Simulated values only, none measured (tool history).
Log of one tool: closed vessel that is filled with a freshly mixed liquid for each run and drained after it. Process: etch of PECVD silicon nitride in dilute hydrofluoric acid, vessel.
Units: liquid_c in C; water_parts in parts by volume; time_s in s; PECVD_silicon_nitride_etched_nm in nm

run  hour  liquid_c  water_parts  time_s  PECVD_silicon_nitride_etched_nm
  1   0.0      25.0           55     840                           41.271
  2   4.5      26.5           55     840                           46.323
  3   9.7      26.5           55     910                           50.013
  4  10.3      24.0           55     910                           42.165
  5  16.8      24.0           55     910                           42.044
  6  22.5      25.5           55     910                           46.395
  7  30.6      25.5           55     910                           46.600
  8  33.7      27.0           55     910                           51.086
  9  41.3      28.0           55     910                           55.338
 10  48.1      28.0           55     910                           54.395
 11  54.4      29.0           55     910                           58.901
 12  59.4      33.0           50     910                           83.021
 13  65.2      33.0           45     910                           91.752

Run 14 comes next. What will it give?
 14  66.0      32.5           45     910                                ?

Run 14 gave PECVD_silicon_nitride_etched_nm 89.825 nm.

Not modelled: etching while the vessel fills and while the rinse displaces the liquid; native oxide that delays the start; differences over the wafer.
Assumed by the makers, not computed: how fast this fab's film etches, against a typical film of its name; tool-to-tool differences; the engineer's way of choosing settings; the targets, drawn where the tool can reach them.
